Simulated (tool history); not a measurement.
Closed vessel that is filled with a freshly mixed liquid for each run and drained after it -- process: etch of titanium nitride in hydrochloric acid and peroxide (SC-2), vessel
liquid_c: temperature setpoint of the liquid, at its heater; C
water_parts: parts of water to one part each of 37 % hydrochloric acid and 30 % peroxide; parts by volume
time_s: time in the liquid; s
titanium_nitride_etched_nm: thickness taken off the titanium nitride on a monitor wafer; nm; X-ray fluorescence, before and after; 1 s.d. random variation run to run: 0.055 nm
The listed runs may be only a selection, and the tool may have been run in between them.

run,hour,liquid_c,water_parts,time_s,titanium_nitride_etched_nm
1,0,56,9,420,30.39
2,7.2,56,9,420,30.531
3,15.2,56,9,455,32.895
4,23.9,52.5,9,455,26.262
5,30.5,52.5,9,455,26.258
6,36.7,52.5,10,455,24.112
7,41.5,50,10,455,20.367
8,47.9,48,10,455,17.818

Expected results for the next run?
9,54,46.5,10,455,?

Run 9 measured titanium_nitride_etched_nm 16.119 nm.
